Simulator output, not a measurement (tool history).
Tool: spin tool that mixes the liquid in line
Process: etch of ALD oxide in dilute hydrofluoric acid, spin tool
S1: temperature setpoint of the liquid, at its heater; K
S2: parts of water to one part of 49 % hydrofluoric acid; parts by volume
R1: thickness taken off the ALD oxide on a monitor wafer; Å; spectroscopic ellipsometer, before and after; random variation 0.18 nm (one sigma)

{"run": 1, "hour": 0.0, "S1": 295.15, "S2": 180, "time under the liquid (s)": 320, "R1": 315.04}
{"run": 2, "hour": 6.4, "S1": 295.15, "S2": 180, "time under the liquid (s)": 320, "R1": 318.03}
{"run": 3, "hour": 14.7, "S1": 294.65, "S2": 180, "time under the liquid (s)": 320, "R1": 312.99}
{"run": 4, "hour": 17.7, "S1": 294.65, "S2": 215, "time under the liquid (s)": 320, "R1": 250.4}
{"run": 5, "hour": 23.9, "S1": 294.65, "S2": 215, "time under the liquid (s)": 340, "R1": 270.51}
{"run": 6, "hour": 32.2, "S1": 294.65, "S2": 240, "time under the liquid (s)": 340, "R1": 234.25}

The next listed run, before its measurement:
{"run": 7, "hour": 35.3, "S1": 295.65, "S2": 240, "time under the liquid (s)": 340, "R1": "?"}

R1: 244.66 Å
